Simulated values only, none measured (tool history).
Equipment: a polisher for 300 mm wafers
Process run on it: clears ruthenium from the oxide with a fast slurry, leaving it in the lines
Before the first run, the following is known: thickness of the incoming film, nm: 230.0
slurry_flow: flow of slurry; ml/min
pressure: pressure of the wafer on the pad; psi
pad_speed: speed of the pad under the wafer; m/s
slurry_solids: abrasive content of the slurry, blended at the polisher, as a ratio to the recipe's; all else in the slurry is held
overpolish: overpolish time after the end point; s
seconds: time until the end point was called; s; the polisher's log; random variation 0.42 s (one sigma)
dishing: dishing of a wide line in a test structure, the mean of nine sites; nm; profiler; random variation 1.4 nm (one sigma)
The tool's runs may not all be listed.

run  hour  slurry_flow  pressure  pad_speed  slurry_solids  overpolish  seconds  dishing
  1   0.0          310       3.1       1.08            1.0          11   45.012   38.009
  2   3.4          365       3.1       1.08            1.0          11   44.212   39.753
  3   5.8          365       3.1       1.08            1.2          11   41.503   41.148
  4  14.5          365       2.7       1.08            1.2          11   46.410   36.058
  5  19.3          365       2.7       0.92            1.2          11   54.261   32.487
  6  27.1          365       3.3       0.94            1.2          11   43.720   38.501
  7  28.3          365       3.7       0.96            1.2          11   37.991   43.178
  8  31.6          365       3.9       0.96            1.2          12   36.360   48.669
  9  39.9          365       4.1       0.96            1.2          12   35.382   50.268
 10  46.5          365       4.3       0.96            1.2          12   32.354   49.838
 11  49.8          365       4.4       0.96            1.2          13   32.759   55.673
 12  51.5          365       4.4       0.96            1.2          13   32.593   54.745
 13  55.0          365       4.5       0.96            1.2          13   31.651   57.926
 14  59.4          365       4.6       0.96            1.2          13   31.646   58.370

Run 15 comes next. What will it give?
 15  68.0          365       4.7       0.96            1.2          13        ?        ?

seconds: 30.607 s
dishing: 59.365 nm

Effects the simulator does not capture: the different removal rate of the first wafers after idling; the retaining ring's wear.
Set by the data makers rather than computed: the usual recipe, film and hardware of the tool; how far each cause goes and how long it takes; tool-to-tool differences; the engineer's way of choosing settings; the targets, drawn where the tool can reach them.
